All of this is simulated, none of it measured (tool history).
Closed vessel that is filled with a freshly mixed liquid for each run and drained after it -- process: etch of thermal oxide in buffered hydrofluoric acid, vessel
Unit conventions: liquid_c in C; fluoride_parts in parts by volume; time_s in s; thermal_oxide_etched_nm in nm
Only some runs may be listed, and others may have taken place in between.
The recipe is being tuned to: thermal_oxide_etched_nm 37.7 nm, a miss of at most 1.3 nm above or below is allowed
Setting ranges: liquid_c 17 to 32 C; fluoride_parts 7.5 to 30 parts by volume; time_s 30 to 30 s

run	hour	liquid_c	fluoride_parts	time_s	thermal_oxide_etched_nm
1	0	25	22	30	15.989
2	4.7	25	17.5	30	19.221
3	9.9	26	16.5	30	21.253
4	17.4	26	16.5	30	21.316
5	26.1	26	16.5	30	21.078
6	33.1	26	16.5	30	20.845
7	39.9	27	15.5	30	24.088
8	40.7	27.5	15.5	30	24.613
9	44.9	28	15	30	25.735
# hour 51.1: thermometer replaced
10	51.1	28.5	14.5	30	30.756

Exactly one of the 4 candidate moves below puts every result within its allowed miss. Which one?
A	57.3	29	13.5	30	?
B	57.3	26	13	30	?
C	57.3	27.5	11	30	?
D	57.3	31	12.5	30	?

move	thermal_oxide_etched_nm
A	33.657
B	29.757
C	37.961
D	40.305
A: closes in on the targets versus the last run, not all within tolerance yet
B: the biggest miss grows against the last run
C: hits every target within its allowed miss
D: pushes the last run's worst result past its target
C meets every target.
